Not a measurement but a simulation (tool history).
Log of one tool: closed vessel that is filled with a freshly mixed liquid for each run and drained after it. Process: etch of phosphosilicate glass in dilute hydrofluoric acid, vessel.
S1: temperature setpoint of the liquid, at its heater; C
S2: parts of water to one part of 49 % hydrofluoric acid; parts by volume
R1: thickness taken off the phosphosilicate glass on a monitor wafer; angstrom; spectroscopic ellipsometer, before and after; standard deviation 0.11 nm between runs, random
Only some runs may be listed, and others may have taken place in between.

Run 1, hour 0.0: S1 23.0 C, S2 265 parts by volume, time in the liquid (s) 30. Result: R1 164.14 angstrom.
Run 2, hour 5.0: S1 24.0 C, S2 255 parts by volume, time in the liquid (s) 30. Result: R1 177.49 angstrom.
Run 3, hour 13.7: S1 24.0 C, S2 340 parts by volume, time in the liquid (s) 30. Result: R1 123.32 angstrom.
Run 4, hour 22.2: S1 24.0 C, S2 340 parts by volume, time in the liquid (s) 30. Result: R1 122.87 angstrom.
Run 5, hour 23.1: S1 25.0 C, S2 320 parts by volume, time in the liquid (s) 30. Result: R1 136.26 angstrom.
Run 6, hour 31.2: S1 23.5 C, S2 320 parts by volume, time in the liquid (s) 30. Result: R1 130.99 angstrom.
Run 7, hour 37.4: S1 24.5 C, S2 300 parts by volume, time in the liquid (s) 30. Result: R1 147.83 angstrom.
Run 8, hour 38.2: S1 25.5 C, S2 285 parts by volume, time in the liquid (s) 30. Result: R1 161.98 angstrom.
Run 9, hour 46.9: S1 26.0 C, S2 270 parts by volume, time in the liquid (s) 30. Result: R1 177.90 angstrom.
Run 10, hour 49.6: S1 26.5 C, S2 260 parts by volume, time in the liquid (s) 30. Result: R1 190.29 angstrom.
Run 11, hour 58.1: S1 27.0 C, S2 250 parts by volume, time in the liquid (s) 30. Result: R1 203.52 angstrom.
Run 12, hour 59.8: S1 27.5 C, S2 245 parts by volume, time in the liquid (s) 30. Result: R1 211.49 angstrom.
Run 13, hour 67.2: S1 28.0 C, S2 240 parts by volume, time in the liquid (s) 30. Result: R1 221.64 angstrom.

For run 14, what comes out?
Run 14, hour 69.4: S1 28.5 C, S2 235 parts by volume, time in the liquid (s) 30. Result: R1 ?.

R1: 230.34 angstrom
